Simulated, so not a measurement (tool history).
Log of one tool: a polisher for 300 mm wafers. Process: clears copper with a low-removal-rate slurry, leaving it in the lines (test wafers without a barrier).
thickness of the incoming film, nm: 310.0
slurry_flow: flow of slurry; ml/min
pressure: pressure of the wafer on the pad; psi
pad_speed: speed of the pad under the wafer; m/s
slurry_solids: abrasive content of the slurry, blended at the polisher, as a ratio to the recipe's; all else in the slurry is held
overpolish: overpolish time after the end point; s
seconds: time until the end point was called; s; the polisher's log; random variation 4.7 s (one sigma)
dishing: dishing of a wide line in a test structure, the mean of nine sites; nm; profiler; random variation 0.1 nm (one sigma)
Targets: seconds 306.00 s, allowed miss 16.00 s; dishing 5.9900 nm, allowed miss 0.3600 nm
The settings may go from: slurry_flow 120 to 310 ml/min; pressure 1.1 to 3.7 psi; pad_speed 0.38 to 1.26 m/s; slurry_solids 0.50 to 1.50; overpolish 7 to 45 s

run  hour  slurry_flow  pressure  pad_speed  slurry_solids  overpolish  seconds  dishing
  1   0.0          200       2.4       0.82           1.00          23   209.54  25.6040
  2   3.8          200       2.0       0.82           1.00          23   246.42  22.7380
  3   6.2          200       2.0       0.72           1.00          23   275.00  21.4410
  4  10.0          170       1.7       0.80           0.85          17   316.28  13.8630
     14.6  -- head pressure recalibrated
  5  14.6          200       1.7       0.80           0.85          17   281.86  15.5190
  6  19.6          200       2.2       0.80           0.85          17   217.59  19.7560
  7  23.0          170       1.8       0.88           0.75          14   254.25  14.1820
  8  26.5          155       1.6       0.92           0.65          12   287.14  10.2070

5 next moves are on the table. One of them brings every result within its allowed miss. Which?
  A  30.0          180       1.8       0.90           0.60          16        ?        ?
  B  30.0          145       1.3       0.92           0.70           7        ?        ?
  C  30.0          140       1.6       0.92           0.50           7        ?        ?
  D  30.0          195       1.3       1.00           0.90          24        ?        ?
  E  30.0          160       1.6       1.08           0.55           7        ?        ?

move  seconds  dishing
   A   259.22  15.3340
   B   347.37   5.1774
   C   307.50   5.8464
   D   295.52  19.5870
   E   260.35   6.8785
A: further off than the last run
B: takes the result that was furthest off past its target
C: meets every target
D: further off than the last run
E: nearer than the last run, and not there yet
Answer: C
